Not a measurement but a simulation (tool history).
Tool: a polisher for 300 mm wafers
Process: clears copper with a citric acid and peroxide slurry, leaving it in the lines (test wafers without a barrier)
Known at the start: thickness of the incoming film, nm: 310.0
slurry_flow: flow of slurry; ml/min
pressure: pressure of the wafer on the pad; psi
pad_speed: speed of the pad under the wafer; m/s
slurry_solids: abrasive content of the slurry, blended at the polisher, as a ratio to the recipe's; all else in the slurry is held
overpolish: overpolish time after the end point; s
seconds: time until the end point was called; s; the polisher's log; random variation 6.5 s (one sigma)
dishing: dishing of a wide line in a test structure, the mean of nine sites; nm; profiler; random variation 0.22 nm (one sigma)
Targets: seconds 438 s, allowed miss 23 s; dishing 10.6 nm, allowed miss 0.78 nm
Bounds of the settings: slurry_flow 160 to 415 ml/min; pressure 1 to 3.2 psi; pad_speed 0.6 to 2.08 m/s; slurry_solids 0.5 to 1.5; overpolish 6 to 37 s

run,hour,slurry_flow,pressure,pad_speed,slurry_solids,overpolish,seconds,dishing
1,0,265,2.1,1.34,1,19,205.52,16.435
2,8,265,2,1.3,1,19,220.09,15.679
3,13.2,265,2,1.6,1,19,187.59,17.707
4,15.8,265,1.9,1.52,1,19,198.66,16.706
5,24.8,225,1.9,1.52,1,19,201.08,16.702
6,31.2,225,1.8,1.44,1,19,226.87,15.574
7,40.1,225,1.7,1.4,1,19,233.7,14.565
8,41.6,225,1.6,1.32,1,20,266.98,14.426
9,46.5,225,1.5,1.28,1,20,281.28,13.946
10,49.4,225,1.4,1.24,1,20,324.69,12.499
11,56.3,225,1.4,1.22,1,20,325.11,12.681
12,58.8,225,1.4,1.2,1,20,315.17,12.539
13,64.1,225,1.4,1.18,1,20,329.96,12.528
14,70.6,225,1.4,1.16,1,20,331.98,12.938
15,73.7,225,1.4,1.14,1,20,343.03,12.346
16,79.8,225,1.2,1.1,1,20,390.39,10.984

Which of these 5 next moves meets every target?
A,85.9,225,1.4,1.06,0.9,18,?,?
B,85.9,195,1.3,0.94,0.9,26,?,?
C,85.9,195,1.2,1.12,1.05,19,?,?
D,85.9,240,1.1,1.2,1,19,?,?
E,85.9,220,1,1.2,0.95,21,?,?

move,seconds,dishing
A,370.27,10.911
B,442.83,12.486
C,394.37,10.802
D,392.9,10.805
E,430.91,10.844
A: further off than the last run
B: brings the result that was furthest off to its target, and leaves another outside
C: nearer than the last run, and not there yet
D: nearer than the last run, and not there yet
E: meets every target
The right move is E.

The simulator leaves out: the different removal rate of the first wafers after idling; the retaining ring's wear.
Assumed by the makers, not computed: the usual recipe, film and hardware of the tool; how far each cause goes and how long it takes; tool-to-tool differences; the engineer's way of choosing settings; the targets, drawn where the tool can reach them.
